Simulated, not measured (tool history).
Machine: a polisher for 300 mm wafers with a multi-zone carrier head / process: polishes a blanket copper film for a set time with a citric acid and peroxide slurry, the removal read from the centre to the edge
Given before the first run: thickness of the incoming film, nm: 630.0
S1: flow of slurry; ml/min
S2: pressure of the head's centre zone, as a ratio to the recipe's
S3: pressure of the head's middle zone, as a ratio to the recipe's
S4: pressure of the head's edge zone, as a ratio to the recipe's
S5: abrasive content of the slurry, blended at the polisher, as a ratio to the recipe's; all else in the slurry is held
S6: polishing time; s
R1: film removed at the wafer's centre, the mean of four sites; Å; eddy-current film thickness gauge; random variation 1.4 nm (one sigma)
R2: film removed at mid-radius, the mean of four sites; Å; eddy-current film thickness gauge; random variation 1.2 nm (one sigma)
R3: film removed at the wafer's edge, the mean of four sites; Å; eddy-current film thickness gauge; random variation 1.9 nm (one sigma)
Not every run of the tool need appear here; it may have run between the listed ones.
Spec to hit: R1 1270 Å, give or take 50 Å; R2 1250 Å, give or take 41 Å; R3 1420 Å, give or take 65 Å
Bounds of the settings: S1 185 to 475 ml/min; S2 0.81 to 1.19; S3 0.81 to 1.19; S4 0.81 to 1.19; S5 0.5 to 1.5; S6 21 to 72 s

Run 1, hour 0: S1 305 ml/min, S2 1, S3 1, S4 1, S5 1, S6 46 s. Result: R1 1079.8 Å, R2 1080.2 Å, R3 1049.9 Å.
Run 2, hour 7.9: S1 305 ml/min, S2 1, S3 1, S4 1.08, S5 1, S6 46 s. Result: R1 1088.3 Å, R2 1077.8 Å, R3 1123.8 Å.
Run 3, hour 10: S1 305 ml/min, S2 1, S3 1, S4 1.11, S5 1.1, S6 47 s. Result: R1 1142.6 Å, R2 1120.5 Å, R3 1190.3 Å.
Run 4, hour 11.8: S1 360 ml/min, S2 1, S3 1, S4 1.11, S5 1.1, S6 47 s. Result: R1 1146.7 Å, R2 1134.9 Å, R3 1186 Å.
Run 5, hour 14.6: S1 360 ml/min, S2 0.95, S3 1, S4 1.11, S5 1.1, S6 47 s. Result: R1 1113.7 Å, R2 1157.4 Å, R3 1216.6 Å.
Run 6, hour 16.5: S1 360 ml/min, S2 0.95, S3 1, S4 1.11, S5 0.95, S6 47 s. Result: R1 1082.9 Å, R2 1110.3 Å, R3 1163.2 Å.
Run 7, hour 24.8: S1 355 ml/min, S2 0.96, S3 0.99, S4 1.12, S5 1.05, S6 48 s. Result: R1 1114.5 Å, R2 1128.6 Å, R3 1235.2 Å.
Run 8, hour 28.9: S1 355 ml/min, S2 0.97, S3 0.99, S4 1.13, S5 1.15, S6 49 s. Result: R1 1172.7 Å, R2 1200.1 Å, R3 1282.2 Å.
Run 9, hour 34: S1 350 ml/min, S2 0.98, S3 0.98, S4 1.14, S5 1.2, S6 50 s. Result: R1 1213.4 Å, R2 1207.6 Å, R3 1296.1 Å.

Next run, 5 choices. One meets every target within its allowed miss, the rest don't. Which?
Run A, hour 39.1: S1 300 ml/min, S2 0.93, S3 0.89, S4 1.19, S5 1.2, S6 53 s. Result: R1 ?, R2 ?, R3 ?.
Run B, hour 39.1: S1 345 ml/min, S2 0.97, S3 1.06, S4 0.97, S5 1.5, S6 45 s. Result: R1 ?, R2 ?, R3 ?.
Run C, hour 39.1: S1 325 ml/min, S2 1.07, S3 0.95, S4 1.11, S5 1.3, S6 48 s. Result: R1 ?, R2 ?, R3 ?.
Run D, hour 39.1: S1 415 ml/min, S2 1.12, S3 1.08, S4 1.02, S5 1.15, S6 47 s. Result: R1 ?, R2 ?, R3 ?.
Run E, hour 39.1: S1 315 ml/min, S2 0.92, S3 0.91, S4 1.09, S5 1.35, S6 54 s. Result: R1 ?, R2 ?, R3 ?.

move      R1      R2      R3
   A    1219  1169.6  1440.5
   B  1138.8    1227  1171.3
   C  1249.3  1147.7  1288.5
   D  1258.7  1244.1  1193.8
   E  1273.7  1253.2    1446
A: puts the biggest miss on target and leaves a different result outside tolerance
B: moves away from the targets compared with the last run
C: moves away from the targets compared with the last run
D: moves away from the targets compared with the last run
E: each result inside its tolerance
The right move is E.

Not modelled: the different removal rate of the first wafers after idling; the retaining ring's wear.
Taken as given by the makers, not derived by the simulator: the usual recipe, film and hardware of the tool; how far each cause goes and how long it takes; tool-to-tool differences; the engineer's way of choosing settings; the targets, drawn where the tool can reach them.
